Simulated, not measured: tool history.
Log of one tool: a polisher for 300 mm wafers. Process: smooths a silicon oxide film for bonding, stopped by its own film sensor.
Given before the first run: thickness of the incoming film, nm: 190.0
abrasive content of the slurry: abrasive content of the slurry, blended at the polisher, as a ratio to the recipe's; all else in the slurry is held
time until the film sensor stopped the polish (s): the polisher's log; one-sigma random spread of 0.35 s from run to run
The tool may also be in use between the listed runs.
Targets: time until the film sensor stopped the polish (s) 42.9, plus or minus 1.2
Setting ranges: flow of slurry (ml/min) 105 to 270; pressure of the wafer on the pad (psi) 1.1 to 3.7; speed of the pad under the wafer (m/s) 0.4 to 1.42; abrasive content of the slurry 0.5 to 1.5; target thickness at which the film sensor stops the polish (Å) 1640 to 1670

run,hour,flow of slurry (ml/min),pressure of the wafer on the pad (psi),speed of the pad under the wafer (m/s),abrasive content of the slurry,target thickness at which the film sensor stops the polish (Å),time until the film sensor stopped the polish (s)
1,0,175,2.4,0.9,1,1640,31.849
2,1.2,170,2.3,0.9,1,1640,34.38
3,9.2,150,2.3,0.9,1,1640,34.367
4,10.3,150,2.2,0.9,1,1640,36.299
5,11.5,140,2,0.9,1,1640,40.276
6,19.4,140,2.5,0.9,1,1640,32.335
7,20.3,135,2.4,0.9,1,1640,33.565
8,22.6,135,2.3,0.9,1,1640,34.938
9,30.5,125,1.7,0.9,1,1640,47.639
10,38.8,130,1.7,0.9,1,1640,47.656
11,46.2,135,1.7,0.9,1,1640,47.234
12,53.4,140,1.7,0.9,1,1640,46.462

Next run, 5 choices. One meets every target within its allowed miss, the rest don't. Which?
A,60.6,155,1.6,0.92,0.9,1640,?
B,60.6,165,1.5,1.14,1.05,1650,?
C,60.6,175,2.1,0.84,0.7,1670,?
D,60.6,120,1.5,0.84,0.9,1670,?
E,60.6,115,1.8,1,1.05,1650,?

move,time until the film sensor stopped the polish (s)
A,50.625
B,42.521
C,39.822
D,52.434
E,41.117
A: further off than the last run
B: hits every target within its allowed miss
C: carries the result that was furthest off beyond its target, to the other side
D: further off than the last run
E: carries the result that was furthest off beyond its target, to the other side
Go with B: it meets all targets.
